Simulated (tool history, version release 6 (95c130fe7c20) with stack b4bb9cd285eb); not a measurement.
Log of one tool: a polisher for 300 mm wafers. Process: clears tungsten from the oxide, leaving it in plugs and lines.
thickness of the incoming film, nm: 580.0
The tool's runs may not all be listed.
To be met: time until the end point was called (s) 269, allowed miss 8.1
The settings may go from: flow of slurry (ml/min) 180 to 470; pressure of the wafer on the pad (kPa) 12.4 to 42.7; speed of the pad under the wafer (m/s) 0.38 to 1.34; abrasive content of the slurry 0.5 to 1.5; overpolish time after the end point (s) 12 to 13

run,hour,flow of slurry (ml/min),pressure of the wafer on the pad (kPa),speed of the pad under the wafer (m/s),abrasive content of the slurry,overpolish time after the end point (s),time until the end point was called (s)
1,0,300,27.6,0.86,1,12,131.36
2,7.4,300,25.5,0.86,1,12,140.75
3,11.5,250,25.5,0.86,1,12,142.28
4,13.2,250,25.5,0.86,1,12,142.57
5,20.1,250,21.4,0.82,1,12,177.51
6,27.3,250,21.4,0.98,1,12,151.02
7,30,245,13.8,0.74,0.95,12,298.98
8,32.1,245,14.5,0.74,0.95,12,288.94

4 next moves are on the table. One of them brings every result within its allowed miss. Which?
A,34.2,180,17.9,0.7,0.95,12,?
B,34.2,285,14.5,0.62,1.1,12,?
C,34.2,225,13.1,0.82,1.25,13,?
D,34.2,260,15.9,0.8,0.85,12,?

move,time until the end point was called (s)
A,251.15
B,321.7
C,267.42
D,246
A: takes the result that was furthest off past its target
B: further off than the last run
C: meets every target
D: takes the result that was furthest off past its target
Answer: C
